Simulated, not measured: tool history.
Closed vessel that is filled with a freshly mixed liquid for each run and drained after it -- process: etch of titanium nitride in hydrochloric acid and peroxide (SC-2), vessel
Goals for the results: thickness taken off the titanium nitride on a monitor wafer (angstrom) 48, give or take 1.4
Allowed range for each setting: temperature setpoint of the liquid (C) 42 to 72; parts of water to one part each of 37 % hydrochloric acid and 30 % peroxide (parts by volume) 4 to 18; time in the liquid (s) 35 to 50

run,hour,temperature setpoint of the liquid (C),parts of water to one part each of 37 % hydrochloric acid and 30 % peroxide (parts by volume),time in the liquid (s),thickness taken off the titanium nitride on a monitor wafer (angstrom)
1,0,58,10,50,41.103
2,2,58,12,50,35.652
3,8.5,52.5,12,50,24.722
4,15.2,52.5,10.5,50,27.929
5,21,53.5,10.5,50,29.503
6,23,54.5,10.5,50,31.913
7,25.7,55,10.5,50,32.88
8,32,55.5,10.5,50,33.469
9,40.3,56,10.5,50,35.196
10,46.6,56.5,10.5,50,36.282
11,53.7,57,10.5,50,36.704
12,62.2,57.5,10.5,50,38.131
13,70.6,58,10.5,50,39.323

Below are 4 possible settings for the next run. Only one of them brings all results inside the allowed miss of their targets. Which is it?
A,79,51.5,8.5,50,?
B,79,62.5,10.5,50,?
C,79,58,12.5,50,?
D,79,60.5,6.5,35,?

move,thickness taken off the titanium nitride on a monitor wafer (angstrom)
A,30.741
B,52.15
C,33.913
D,47.406
A: misses by more than the last run did
B: takes the result that was furthest off past its target
C: misses by more than the last run did
D: in spec on every target
Correct choice: D, which meets every target
